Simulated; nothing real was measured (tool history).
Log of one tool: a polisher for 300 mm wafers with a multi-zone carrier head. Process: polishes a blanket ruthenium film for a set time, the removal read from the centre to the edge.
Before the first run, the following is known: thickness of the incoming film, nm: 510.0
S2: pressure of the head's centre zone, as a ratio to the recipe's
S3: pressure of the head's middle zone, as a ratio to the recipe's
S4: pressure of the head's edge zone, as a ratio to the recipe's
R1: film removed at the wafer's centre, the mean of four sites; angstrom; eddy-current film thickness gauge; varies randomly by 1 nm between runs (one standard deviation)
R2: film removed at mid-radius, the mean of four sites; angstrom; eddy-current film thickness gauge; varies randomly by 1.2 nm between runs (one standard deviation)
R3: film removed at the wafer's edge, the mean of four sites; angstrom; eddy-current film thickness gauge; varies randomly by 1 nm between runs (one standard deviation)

run 1 hour=0.0 | flow_of_slurry_(ml/min)=315 S2=1.00 S3=1.00 S4=1.00 polishing_time_(s)=85 | R1=942.10 R2=908.96 R3=914.47
run 2 hour=6.7 | flow_of_slurry_(ml/min)=315 S2=1.00 S3=0.96 S4=1.00 polishing_time_(s)=85 | R1=912.18 R2=892.80 R3=924.66
run 3 hour=15.6 | flow_of_slurry_(ml/min)=315 S2=1.00 S3=0.96 S4=0.95 polishing_time_(s)=85 | R1=928.63 R2=887.75 R3=905.09
run 4 hour=19.4 | flow_of_slurry_(ml/min)=315 S2=1.00 S3=0.96 S4=0.95 polishing_time_(s)=75 | R1=821.54 R2=774.71 R3=806.14
run 5 hour=26.8 | flow_of_slurry_(ml/min)=390 S2=1.00 S3=0.96 S4=0.95 polishing_time_(s)=75 | R1=829.74 R2=794.30 R3=805.40
run 6 hour=34.1 | flow_of_slurry_(ml/min)=385 S2=0.99 S3=0.95 S4=0.96 polishing_time_(s)=76 | R1=833.96 R2=783.80 R3=828.05
run 7 hour=39.2 | flow_of_slurry_(ml/min)=385 S2=0.97 S3=0.95 S4=0.97 polishing_time_(s)=77 | R1=812.95 R2=793.49 R3=842.75
run 8 hour=45.5 | flow_of_slurry_(ml/min)=385 S2=0.96 S3=0.95 S4=0.98 polishing_time_(s)=77 | R1=815.47 R2=810.90 R3=840.78

Run 9 comes next. What will it give?
run 9 hour=53.7 | flow_of_slurry_(ml/min)=385 S2=0.95 S3=0.94 S4=0.99 polishing_time_(s)=77 | R1=? R2=? R3=?

{"run 9": {"R1": 809.78, "R2": 798.91, "R3": 842.63}}
